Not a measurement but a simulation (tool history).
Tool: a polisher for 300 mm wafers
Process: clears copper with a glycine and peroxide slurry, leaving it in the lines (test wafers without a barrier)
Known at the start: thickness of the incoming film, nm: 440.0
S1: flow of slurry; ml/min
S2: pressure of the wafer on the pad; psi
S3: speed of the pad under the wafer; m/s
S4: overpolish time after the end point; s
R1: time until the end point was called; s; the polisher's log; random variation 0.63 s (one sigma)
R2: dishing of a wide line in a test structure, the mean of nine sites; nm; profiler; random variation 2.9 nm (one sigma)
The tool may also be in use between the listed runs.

run 1 hour=0.0 | S1=125 S2=3.2 S3=1.02 S4=27 | R1=59.978 R2=95.661
run 2 hour=0.8 | S1=125 S2=3.5 S3=1.04 S4=27 | R1=56.105 R2=105.450
run 3 hour=5.3 | S1=125 S2=3.5 S3=1.04 S4=23 | R1=56.130 R2=97.485
run 4 hour=9.7 | S1=125 S2=3.5 S3=0.80 S4=23 | R1=68.128 R2=83.678
run 5 hour=16.9 | S1=125 S2=3.5 S3=0.62 S4=23 | R1=85.526 R2=73.649
run 6 hour=20.7 | S1=125 S2=3.5 S3=0.62 S4=17 | R1=83.345 R2=60.276
run 7 hour=22.8 | S1=125 S2=3.5 S3=0.62 S4=17 | R1=83.870 R2=58.553
run 8 hour=28.0 | S1=125 S2=3.7 S3=0.70 S4=18 | R1=76.008 R2=72.361
run 9 hour=35.7 | S1=160 S2=4.6 S3=0.98 S4=8 | R1=46.253 R2=52.679
run 10 hour=37.2 | S1=155 S2=4.5 S3=1.06 S4=11 | R1=44.964 R2=68.871
run 11 hour=43.6 | S1=150 S2=4.5 S3=1.12 S4=12 | R1=41.781 R2=74.472
run 12 hour=45.4 | S1=140 S2=4.5 S3=1.16 S4=13 | R1=41.883 R2=80.395
run 13 hour=51.5 | S1=135 S2=4.5 S3=1.20 S4=14 | R1=39.923 R2=85.118
run 14 hour=56.9 | S1=130 S2=4.5 S3=1.24 S4=15 | R1=38.692 R2=90.253

The next listed run, before its measurement:
run 15 hour=64.6 | S1=125 S2=4.5 S3=1.28 S4=16 | R1=? R2=?

Run 15 gave R1 37.319 s, R2 93.426 nm.
